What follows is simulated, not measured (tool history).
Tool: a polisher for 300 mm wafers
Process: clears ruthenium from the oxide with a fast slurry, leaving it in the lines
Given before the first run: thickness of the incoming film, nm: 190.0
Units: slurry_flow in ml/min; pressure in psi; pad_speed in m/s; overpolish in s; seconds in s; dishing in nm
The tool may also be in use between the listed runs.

run	day	slurry_flow	pressure	pad_speed	slurry_solids	overpolish	seconds	dishing
1	0.000	220	2.4	1.08	1.0	21	59.883	52.689
2	0.292	220	2.4	1.08	0.9	21	63.098	49.608
3	0.454	215	2.0	0.96	0.9	23	80.194	41.543
4	0.775	210	1.7	0.84	0.9	26	104.290	38.137
5	1.058	205	1.5	0.78	0.9	27	123.670	34.176
6	1.225	195	1.4	0.76	0.9	28	133.840	32.611
7	1.467	180	1.3	0.76	0.9	29	147.110	30.692
8	1.533	175	1.3	0.76	0.9	30	143.110	31.782
9	1.596	165	1.3	0.76	0.9	31	148.030	31.850
10	1.817	160	1.3	0.76	0.9	31	149.940	31.686
11	2.117	155	1.3	0.76	0.9	31	147.640	31.548
12	2.479	155	1.1	0.76	0.9	32	174.790	28.466
13	2.692	170	1.1	0.76	0.9	32	170.950	28.857

Forecast run 14:
14	2.925	180	1.1	0.76	0.9	32	?	?

seconds: 169.380 s
dishing: 28.763 nm

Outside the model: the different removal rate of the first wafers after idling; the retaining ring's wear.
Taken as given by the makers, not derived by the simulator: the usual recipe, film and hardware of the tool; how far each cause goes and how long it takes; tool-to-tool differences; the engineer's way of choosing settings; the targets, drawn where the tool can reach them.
